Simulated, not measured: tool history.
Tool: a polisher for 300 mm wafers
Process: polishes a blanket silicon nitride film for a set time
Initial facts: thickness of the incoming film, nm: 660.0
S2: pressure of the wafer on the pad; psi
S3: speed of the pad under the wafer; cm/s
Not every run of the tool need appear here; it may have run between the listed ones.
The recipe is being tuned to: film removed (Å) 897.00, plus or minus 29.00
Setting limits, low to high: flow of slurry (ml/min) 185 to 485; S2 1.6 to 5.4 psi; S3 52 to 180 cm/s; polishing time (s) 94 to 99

run 1 hour=0.0 | flow_of_slurry_(ml/min)=310 S2=3.5 S3=116 polishing_time_(s)=94 | film_removed_(Å)=1633.90
run 2 hour=8.4 | flow_of_slurry_(ml/min)=310 S2=3.0 S3=114 polishing_time_(s)=94 | film_removed_(Å)=1388.30
run 3 hour=17.3 | flow_of_slurry_(ml/min)=310 S2=2.7 S3=114 polishing_time_(s)=94 | film_removed_(Å)=1262.50
run 4 hour=26.0 | flow_of_slurry_(ml/min)=310 S2=2.4 S3=114 polishing_time_(s)=94 | film_removed_(Å)=1124.90
run 5 hour=34.4 | flow_of_slurry_(ml/min)=310 S2=2.2 S3=114 polishing_time_(s)=94 | film_removed_(Å)=1028.80
run 6 hour=42.7 | flow_of_slurry_(ml/min)=310 S2=2.1 S3=114 polishing_time_(s)=94 | film_removed_(Å)=993.44
run 7 hour=47.9 | flow_of_slurry_(ml/min)=310 S2=1.7 S3=114 polishing_time_(s)=94 | film_removed_(Å)=795.61
run 8 hour=56.4 | flow_of_slurry_(ml/min)=310 S2=1.8 S3=114 polishing_time_(s)=94 | film_removed_(Å)=861.22

Which one of the following 5 next-run settings gets every result inside its allowed miss? There is exactly one.
run A hour=64.9 | flow_of_slurry_(ml/min)=340 S2=1.8 S3=104 polishing_time_(s)=94 | film_removed_(Å)=?
run B hour=64.9 | flow_of_slurry_(ml/min)=365 S2=1.7 S3=102 polishing_time_(s)=99 | film_removed_(Å)=?
run C hour=64.9 | flow_of_slurry_(ml/min)=305 S2=1.7 S3=114 polishing_time_(s)=96 | film_removed_(Å)=?
run D hour=64.9 | flow_of_slurry_(ml/min)=330 S2=1.9 S3=106 polishing_time_(s)=99 | film_removed_(Å)=?
run E hour=64.9 | flow_of_slurry_(ml/min)=250 S2=2.2 S3=104 polishing_time_(s)=94 | film_removed_(Å)=?

move=A film_removed_(Å)=811.64
move=B film_removed_(Å)=803.15
move=C film_removed_(Å)=831.77
move=D film_removed_(Å)=909.85
move=E film_removed_(Å)=954.30
A: further off than the last run
B: further off than the last run
C: further off than the last run
D: every result lands within tolerance
E: moves the result that the last run missed by most past its target, out the other side
The move that meets every target is D.
